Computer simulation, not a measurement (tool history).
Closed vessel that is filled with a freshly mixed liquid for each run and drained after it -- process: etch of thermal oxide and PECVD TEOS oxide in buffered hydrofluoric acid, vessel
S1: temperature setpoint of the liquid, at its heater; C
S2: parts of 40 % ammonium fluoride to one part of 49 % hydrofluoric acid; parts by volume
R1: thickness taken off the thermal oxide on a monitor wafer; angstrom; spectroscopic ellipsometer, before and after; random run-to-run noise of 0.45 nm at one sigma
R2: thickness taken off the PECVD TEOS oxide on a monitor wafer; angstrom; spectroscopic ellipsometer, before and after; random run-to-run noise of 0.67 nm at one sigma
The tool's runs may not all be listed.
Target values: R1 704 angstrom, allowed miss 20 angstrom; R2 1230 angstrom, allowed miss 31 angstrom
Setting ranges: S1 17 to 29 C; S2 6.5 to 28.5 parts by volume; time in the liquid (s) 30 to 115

{"run": 1, "day": 0.0, "S1": 21, "S2": 17.5, "time in the liquid (s)": 60, "R1": 359.29, "R2": 632.12}
{"run": 2, "day": 0.225, "S1": 22.5, "S2": 17, "time in the liquid (s)": 60, "R1": 401.86, "R2": 705.88}
{"run": 3, "day": 0.425, "S1": 26, "S2": 17, "time in the liquid (s)": 60, "R1": 487.38, "R2": 859.95}
{"run": 4, "day": 0.783, "S1": 26, "S2": 17, "time in the liquid (s)": 50, "R1": 406.41, "R2": 710.62}
{"run": 5, "day": 1.0, "S1": 26, "S2": 17, "time in the liquid (s)": 40, "R1": 323.16, "R2": 568.34}
{"run": 6, "day": 1.117, "S1": 26, "S2": 17, "time in the liquid (s)": 30, "R1": 243.35, "R2": 426.38}
{"run": 7, "day": 1.212, "S1": 26.5, "S2": 15, "time in the liquid (s)": 30, "R1": 281.17, "R2": 496.11}
{"run": 8, "day": 1.308, "S1": 27, "S2": 13.5, "time in the liquid (s)": 35, "R1": 378.13, "R2": 656.56}
{"run": 9, "day": 1.433, "S1": 27.5, "S2": 12.5, "time in the liquid (s)": 35, "R1": 409.97, "R2": 733.27}
{"run": 10, "day": 1.667, "S1": 28, "S2": 11.5, "time in the liquid (s)": 35, "R1": 462.36, "R2": 812.95}
{"run": 11, "day": 2.012, "S1": 28, "S2": 10.5, "time in the liquid (s)": 35, "R1": 508.7, "R2": 894.66}
{"run": 12, "day": 2.083, "S1": 28, "S2": 10, "time in the liquid (s)": 35, "R1": 525.56, "R2": 933.29}

Which one of the following 4 next-run settings gets every result inside its allowed miss? There is exactly one.
{"run": "A", "day": 2.154, "S1": 29, "S2": 15.5, "time in the liquid (s)": 70, "R1": "?", "R2": "?"}
{"run": "B", "day": 2.154, "S1": 29, "S2": 12.5, "time in the liquid (s)": 55, "R1": "?", "R2": "?"}
{"run": "C", "day": 2.154, "S1": 28.5, "S2": 10.5, "time in the liquid (s)": 50, "R1": "?", "R2": "?"}
{"run": "D", "day": 2.154, "S1": 27, "S2": 6.5, "time in the liquid (s)": 35, "R1": "?", "R2": "?"}

move=A R1=730.54 R2=1275.6
move=B R1=708.58 R2=1237.2
move=C R1=743.57 R2=1298.3
move=D R1=753.47 R2=1315.6
A: moves the result that the last run missed by most past its target, out the other side
B: all results in spec
C: moves the result that the last run missed by most past its target, out the other side
D: moves the result that the last run missed by most past its target, out the other side
So the answer is move B, the one that meets all the targets.
